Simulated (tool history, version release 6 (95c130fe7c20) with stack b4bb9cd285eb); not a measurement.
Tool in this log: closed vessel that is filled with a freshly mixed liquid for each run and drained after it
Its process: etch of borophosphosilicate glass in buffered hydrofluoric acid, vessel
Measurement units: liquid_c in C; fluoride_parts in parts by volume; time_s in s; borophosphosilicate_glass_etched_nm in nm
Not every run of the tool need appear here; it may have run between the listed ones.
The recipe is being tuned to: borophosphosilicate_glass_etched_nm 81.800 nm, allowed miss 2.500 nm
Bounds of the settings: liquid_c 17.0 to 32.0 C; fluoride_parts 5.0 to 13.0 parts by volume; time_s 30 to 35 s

| run | hour | liquid_c | fluoride_parts | time_s | borophosphosilicate_glass_etched_nm |
|---|---|---|---|---|---|
| 1 | 0.0 | 25.0 | 8.0 | 35 | 74.719 |
| 2 | 7.4 | 25.0 | 8.0 | 35 | 75.528 |
| 3 | 9.5 | 25.0 | 8.0 | 35 | 74.512 |
| 4 | 17.8 | 25.0 | 6.0 | 35 | 99.187 |
| 5 | 25.9 | 25.0 | 6.0 | 30 | 84.726 |
| 6 | 32.5 | 25.0 | 7.5 | 30 | 68.703 |
| 7 | 40.9 | 25.0 | 7.5 | 30 | 69.061 |
| 8 | 48.5 | 25.5 | 7.5 | 30 | 71.491 |
| 9 | 49.0 | 26.0 | 7.5 | 30 | 71.539 |
| 10 | 55.7 | 26.5 | 7.5 | 30 | 74.881 |
| 11 | 56.5 | 27.5 | 7.5 | 30 | 77.791 |

Next run, 4 choices. One meets every target within its allowed miss, the rest don't. Which?
| A | 57.3 | 24.0 | 7.5 | 35 | ? |
| B | 57.3 | 27.5 | 9.5 | 35 | ? |
| C | 57.3 | 30.0 | 9.0 | 30 | ? |
| D | 57.3 | 28.5 | 7.5 | 30 | ? |

| move | borophosphosilicate_glass_etched_nm |
|---|---|
| A | 76.615 |
| B | 72.942 |
| C | 73.652 |
| D | 83.176 |
A: the biggest miss grows against the last run
B: the biggest miss grows against the last run
C: the biggest miss grows against the last run
D: meets every target
The move that meets every target is D.
